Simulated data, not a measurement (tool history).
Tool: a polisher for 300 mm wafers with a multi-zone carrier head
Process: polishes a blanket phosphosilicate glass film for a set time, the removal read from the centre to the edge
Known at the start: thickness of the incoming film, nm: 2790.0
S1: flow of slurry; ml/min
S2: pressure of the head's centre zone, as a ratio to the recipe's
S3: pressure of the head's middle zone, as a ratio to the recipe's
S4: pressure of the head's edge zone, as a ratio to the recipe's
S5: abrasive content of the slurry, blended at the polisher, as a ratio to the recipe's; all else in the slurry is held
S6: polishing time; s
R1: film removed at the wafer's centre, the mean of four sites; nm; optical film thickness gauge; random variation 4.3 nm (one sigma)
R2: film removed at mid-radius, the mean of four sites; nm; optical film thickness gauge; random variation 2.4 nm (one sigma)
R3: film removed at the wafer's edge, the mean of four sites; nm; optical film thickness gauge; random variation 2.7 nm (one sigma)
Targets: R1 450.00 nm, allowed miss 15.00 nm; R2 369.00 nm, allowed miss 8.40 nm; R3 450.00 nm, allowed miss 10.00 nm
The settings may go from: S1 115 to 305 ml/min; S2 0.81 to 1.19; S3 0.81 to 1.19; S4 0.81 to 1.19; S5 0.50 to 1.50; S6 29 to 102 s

| run | hour | S1 | S2 | S3 | S4 | S5 | S6 | R1 | R2 | R3 |
|---|---|---|---|---|---|---|---|---|---|---|
| 1 | 0.0 | 195 | 1.00 | 1.00 | 1.00 | 1.00 | 65 | 712.15 | 699.05 | 732.43 |
| 2 | 7.8 | 180 | 1.00 | 0.95 | 0.98 | 0.85 | 62 | 653.40 | 607.93 | 655.52 |
| 3 | 8.7 | 180 | 1.00 | 0.95 | 0.90 | 0.85 | 62 | 657.58 | 617.55 | 634.18 |
| 4 | 16.9 | 170 | 1.00 | 0.91 | 0.92 | 0.75 | 58 | 583.29 | 531.35 | 573.40 |
| 5 | 20.8 | 170 | 1.00 | 0.91 | 0.92 | 0.65 | 58 | 566.95 | 517.68 | 552.39 |
| 6 | 25.2 | 170 | 1.00 | 0.91 | 0.92 | 0.65 | 68 | 663.75 | 593.93 | 644.15 |
| 7 | 32.7 | 160 | 1.01 | 0.88 | 0.94 | 0.60 | 63 | 595.17 | 524.65 | 585.61 |
| 8 | 41.2 | 155 | 1.02 | 0.86 | 0.96 | 0.55 | 59 | 550.75 | 476.17 | 538.91 |
| 9 | 43.0 | 150 | 1.03 | 0.85 | 0.98 | 0.55 | 56 | 524.71 | 437.66 | 517.49 |
| 10 | 49.2 | 145 | 1.03 | 0.84 | 0.98 | 0.55 | 54 | 510.83 | 417.51 | 494.03 |

5 next moves are on the table. One of them brings every result within its allowed miss. Which?
| A | 55.4 | 115 | 1.03 | 0.82 | 0.98 | 0.60 | 49 | ? | ? | ? |
| B | 55.4 | 160 | 0.97 | 1.03 | 0.83 | 0.50 | 52 | ? | ? | ? |
| C | 55.4 | 145 | 0.94 | 1.00 | 0.86 | 0.50 | 56 | ? | ? | ? |
| D | 55.4 | 130 | 1.02 | 0.81 | 1.10 | 0.70 | 44 | ? | ? | ? |
| E | 55.4 | 115 | 0.96 | 0.81 | 1.10 | 0.60 | 58 | ? | ? | ? |

| move | R1 | R2 | R3 |
|---|---|---|---|
| A | 457.77 | 373.12 | 457.05 |
| B | 455.88 | 474.54 | 442.45 |
| C | 469.86 | 493.19 | 479.84 |
| D | 430.57 | 350.23 | 454.90 |
| E | 504.72 | 437.35 | 570.07 |
A: meets every target
B: further off than the last run
C: further off than the last run
D: takes the result that was furthest off past its target
E: further off than the last run
Move A is the one to make.
